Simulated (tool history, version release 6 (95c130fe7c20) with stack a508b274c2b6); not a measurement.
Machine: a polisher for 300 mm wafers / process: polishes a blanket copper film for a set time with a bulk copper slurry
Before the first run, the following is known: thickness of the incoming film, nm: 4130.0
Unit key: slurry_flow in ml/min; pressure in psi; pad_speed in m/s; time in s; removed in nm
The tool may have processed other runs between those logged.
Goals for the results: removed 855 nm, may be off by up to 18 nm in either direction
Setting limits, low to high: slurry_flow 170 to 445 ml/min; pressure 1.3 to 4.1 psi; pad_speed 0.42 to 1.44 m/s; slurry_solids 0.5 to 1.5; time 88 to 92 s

run  hour  slurry_flow  pressure  pad_speed  slurry_solids  time  removed
  1     0          285       2.7       0.92              1    88   733.95
  2   1.8          295       2.8       0.92              1    88   758.35
  3   8.5          295       2.8       0.92           1.15    88   788.74
  4   9.6          295       2.6       0.92           1.15    88   722.84
  5  16.9          295       2.6       0.76           1.15    88   617.07
  6  25.8          300       2.9       0.76           1.15    88   684.81
  7  29.8          300       3.1       0.76           1.15    88   729.45
  8  37.9          305       3.3       0.76           1.15    88   778.82

Below are 4 possible settings for the next run. Only one of them brings all results inside the allowed miss of their targets. Which is it?
  A    46          250       4.1       0.64           1.05    88        ?
  B    46          280       3.5       0.58           1.45    88        ?
  C    46          265       3.3       0.76            0.9    88        ?
  D    46          215       3.6       0.76           1.15    92        ?

move  removed
   A   796.61
   B   671.92
   C   734.95
   D    847.7
A: closer than the last run, but not yet in spec
B: its largest miss is bigger than the last run's
C: its largest miss is bigger than the last run's
D: in spec on every target
The right move is D.
